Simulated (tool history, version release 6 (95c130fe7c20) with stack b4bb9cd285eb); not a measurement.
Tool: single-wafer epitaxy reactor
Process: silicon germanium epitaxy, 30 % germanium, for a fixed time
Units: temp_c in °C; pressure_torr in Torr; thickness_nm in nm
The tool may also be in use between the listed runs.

run 1 hour=0.0 | temp_c=605 pressure_torr=21.7 | thickness_nm=71.670
run 2 hour=7.9 | temp_c=599 pressure_torr=21.6 | thickness_nm=62.611
run 3 hour=16.6 | temp_c=596 pressure_torr=21.5 | thickness_nm=59.375
run 4 hour=23.3 | temp_c=596 pressure_torr=24.7 | thickness_nm=62.691
run 5 hour=24.9 | temp_c=592 pressure_torr=24.6 | thickness_nm=57.424
run 6 hour=26.6 | temp_c=592 pressure_torr=22.9 | thickness_nm=55.848
-- hour=32.9 capacitance manometer re-zeroed and calibrated
run 7 hour=32.9 | temp_c=590 pressure_torr=22.9 | thickness_nm=54.734
run 8 hour=37.4 | temp_c=588 pressure_torr=22.9 | thickness_nm=52.736
run 9 hour=38.9 | temp_c=587 pressure_torr=22.9 | thickness_nm=51.683

The next listed run, before its measurement:
run 10 hour=42.9 | temp_c=587 pressure_torr=22.9 | thickness_nm=?

Run 10 gave thickness_nm 51.838 nm.
